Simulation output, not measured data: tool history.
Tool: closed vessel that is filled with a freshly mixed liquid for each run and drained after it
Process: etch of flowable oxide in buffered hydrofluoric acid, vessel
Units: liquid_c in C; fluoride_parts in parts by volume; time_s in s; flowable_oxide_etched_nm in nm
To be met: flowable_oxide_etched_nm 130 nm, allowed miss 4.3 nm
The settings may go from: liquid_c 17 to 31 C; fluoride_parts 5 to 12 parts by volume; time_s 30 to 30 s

| run | hour | liquid_c | fluoride_parts | time_s | flowable_oxide_etched_nm |
|---|---|---|---|---|---|
| 1 | 0 | 23 | 7 | 30 | 68.054 |
| 2 | 1.4 | 23 | 7 | 30 | 69.237 |
| 3 | 9.5 | 23 | 7 | 30 | 68.969 |
| 4 | 12.9 | 25.5 | 6.5 | 30 | 86.202 |
| 5 | 20.6 | 24 | 6.5 | 30 | 78.726 |
| 6 | 22.9 | 24 | 5 | 30 | 97.071 |
| 7 | 27.4 | 25.5 | 5 | 30 | 105.01 |
| 8 | 31.2 | 27 | 5 | 30 | 113.9 |
| 9 | 35.8 | 28 | 5 | 30 | 122.29 |
| 10 | 43.3 | 28.5 | 5 | 30 | 123 |

Which of these 4 next moves meets every target?
| A | 50.8 | 28 | 5 | 30 | ? |
| B | 50.8 | 29 | 5.5 | 30 | ? |
| C | 50.8 | 29.5 | 5 | 30 | ? |
| D | 50.8 | 27.5 | 5 | 30 | ? |

| move | flowable_oxide_etched_nm |
|---|---|
| A | 121.01 |
| B | 117.8 |
| C | 131.11 |
| D | 117.8 |
A: further off than the last run
B: further off than the last run
C: meets every target
D: further off than the last run
Move C is the one to make.
